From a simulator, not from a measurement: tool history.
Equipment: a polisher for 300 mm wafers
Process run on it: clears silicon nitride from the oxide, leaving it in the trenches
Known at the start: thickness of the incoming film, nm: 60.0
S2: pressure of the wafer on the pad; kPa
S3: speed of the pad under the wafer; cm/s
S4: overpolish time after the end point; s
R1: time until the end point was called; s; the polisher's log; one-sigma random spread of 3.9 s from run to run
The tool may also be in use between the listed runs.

{"run": 1, "hour": 0.0, "flow of slurry (ml/min)": 180, "S2": 15.2, "S3": 84, "S4": 4, "R1": 107.91}
{"run": 2, "hour": 3.6, "flow of slurry (ml/min)": 145, "S2": 15.2, "S3": 84, "S4": 4, "R1": 107.67}
{"run": 3, "hour": 8.4, "flow of slurry (ml/min)": 145, "S2": 15.2, "S3": 84, "S4": 4, "R1": 109.83}
{"run": 4, "hour": 10.4, "flow of slurry (ml/min)": 145, "S2": 15.2, "S3": 84, "S4": 4, "R1": 112.85}
{"run": 5, "hour": 19.0, "flow of slurry (ml/min)": 145, "S2": 14.5, "S3": 82, "S4": 4, "R1": 117.75}
{"run": 6, "hour": 26.4, "flow of slurry (ml/min)": 145, "S2": 14.5, "S3": 82, "S4": 4, "R1": 114.19}

Run 7, settings as shown, results not yet in. Your forecast:
{"run": 7, "hour": 34.2, "flow of slurry (ml/min)": 145, "S2": 13.8, "S3": 78, "S4": 4, "R1": "?"}

R1: 130.23 s

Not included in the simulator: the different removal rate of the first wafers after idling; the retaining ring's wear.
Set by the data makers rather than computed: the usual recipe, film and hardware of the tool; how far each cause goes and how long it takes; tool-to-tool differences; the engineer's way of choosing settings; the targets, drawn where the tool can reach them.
